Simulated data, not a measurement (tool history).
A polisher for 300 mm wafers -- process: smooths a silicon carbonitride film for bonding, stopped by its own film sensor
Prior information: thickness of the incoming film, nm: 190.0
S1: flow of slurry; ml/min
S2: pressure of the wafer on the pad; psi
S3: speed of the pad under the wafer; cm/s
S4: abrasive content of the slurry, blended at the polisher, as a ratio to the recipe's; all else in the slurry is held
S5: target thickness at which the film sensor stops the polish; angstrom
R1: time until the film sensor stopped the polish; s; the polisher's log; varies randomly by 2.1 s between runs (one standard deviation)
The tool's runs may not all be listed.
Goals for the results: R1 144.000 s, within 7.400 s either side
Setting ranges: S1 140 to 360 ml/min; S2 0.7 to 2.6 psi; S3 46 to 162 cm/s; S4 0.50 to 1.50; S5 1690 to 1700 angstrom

run 1 day=0.000 | S1=230 S2=1.6 S3=104 S4=1.00 S5=1700 | R1=82.227
run 2 day=0.196 | S1=230 S2=1.6 S3=122 S4=1.00 S5=1700 | R1=72.067
run 3 day=0.554 | S1=230 S2=1.6 S3=122 S4=1.00 S5=1700 | R1=72.082
run 4 day=0.875 | S1=230 S2=1.6 S3=122 S4=1.20 S5=1700 | R1=65.084
run 5 day=1.217 | S1=175 S2=1.6 S3=122 S4=1.20 S5=1700 | R1=67.212
run 6 day=1.317 | S1=175 S2=1.8 S3=122 S4=1.20 S5=1700 | R1=60.854
run 7 day=1.475 | S1=175 S2=1.5 S3=112 S4=1.20 S5=1700 | R1=77.750
run 8 day=1.754 | S1=175 S2=1.3 S3=106 S4=1.20 S5=1700 | R1=91.950
run 9 day=1.917 | S1=175 S2=0.8 S3=92 S4=1.20 S5=1700 | R1=157.730

Next run, 5 choices. One meets every target within its allowed miss, the rest don't. Which?
run A day=2.079 | S1=170 S2=0.8 S3=96 S4=1.15 S5=1700 | R1=?
run B day=2.079 | S1=140 S2=0.9 S3=124 S4=1.20 S5=1690 | R1=?
run C day=2.079 | S1=190 S2=1.0 S3=98 S4=1.25 S5=1690 | R1=?
run D day=2.079 | S1=195 S2=0.7 S3=84 S4=1.20 S5=1700 | R1=?
run E day=2.079 | S1=155 S2=0.8 S3=122 S4=1.20 S5=1690 | R1=?

move=A R1=155.830
move=B R1=125.060
move=C R1=122.520
move=D R1=184.040
move=E R1=138.280
A: better than the last run, though not everything is in spec
B: the result that was furthest off in the last run now lies on the other side of its target
C: the result that was furthest off in the last run now lies on the other side of its target
D: its largest miss is bigger than the last run's
E: meets every target
Correct choice: E, which meets every target
